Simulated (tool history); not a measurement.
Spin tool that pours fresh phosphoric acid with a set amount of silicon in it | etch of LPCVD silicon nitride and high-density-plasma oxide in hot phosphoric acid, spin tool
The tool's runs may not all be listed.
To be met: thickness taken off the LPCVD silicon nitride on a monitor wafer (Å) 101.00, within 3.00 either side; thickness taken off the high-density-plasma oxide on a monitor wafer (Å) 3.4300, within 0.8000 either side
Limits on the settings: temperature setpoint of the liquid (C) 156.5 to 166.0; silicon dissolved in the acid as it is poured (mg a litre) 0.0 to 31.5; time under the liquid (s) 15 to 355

run  hour  temperature setpoint of the liquid (C)  silicon dissolved in the acid as it is poured (mg a litre)  time under the liquid (s)  thickness taken off the LPCVD silicon nitride on a monitor wafer (Å)  thickness taken off the high-density-plasma oxide on a monitor wafer (Å)
  1   0.0                                   161.0                                                        14.0                        180                                                                146.28                                                                    5.3356
  2   6.3                                   161.0                                                        14.0                        150                                                                125.65                                                                    4.5688
  3  15.1                                   160.0                                                        13.5                        140                                                                112.07                                                                    3.1794
  4  17.1                                   160.0                                                        11.0                        135                                                                107.56                                                                    4.0121
  5  19.2                                   162.0                                                        11.0                        135                                                                117.67                                                                    4.8327
  6  26.3                                   162.0                                                         6.5                        135                                                                115.18                                                                    5.2542
  7  27.5                                   161.0                                                         7.5                        135                                                                110.83                                                                    4.4709
  8  29.9                                   160.5                                                         7.5                        135                                                                108.55                                                                    4.2439
  9  37.3                                   160.0                                                         7.5                        135                                                                108.24                                                                    3.8217
 10  42.8                                   159.5                                                         6.5                        135                                                                106.13                                                                    4.2357
 11  48.4                                   159.0                                                         7.5                        135                                                                104.92                                                                    4.0270

Pick the move, out of 4, that brings all results within their allowed miss; only one does.
  A  54.0                                   157.5                                                         7.0                        150                                                                     ?                                                                         ?
  B  54.0                                   159.0                                                        11.0                        130                                                                     ?                                                                         ?
  C  54.0                                   158.0                                                        18.0                        145                                                                     ?                                                                         ?
  D  54.0                                   156.5                                                         5.0                        155                                                                     ?                                                                         ?

move  thickness taken off the LPCVD silicon nitride on a monitor wafer (Å)  thickness taken off the high-density-plasma oxide on a monitor wafer (Å)
   A                                                                111.39                                                                    3.3879
   B                                                                101.57                                                                    3.0107
   C                                                                109.52                                                                    2.6208
   D                                                                111.25                                                                    3.3828
A: the biggest miss grows against the last run
B: hits every target within its allowed miss
C: the biggest miss grows against the last run
D: the biggest miss grows against the last run
So the answer is move B, the one that meets all the targets.
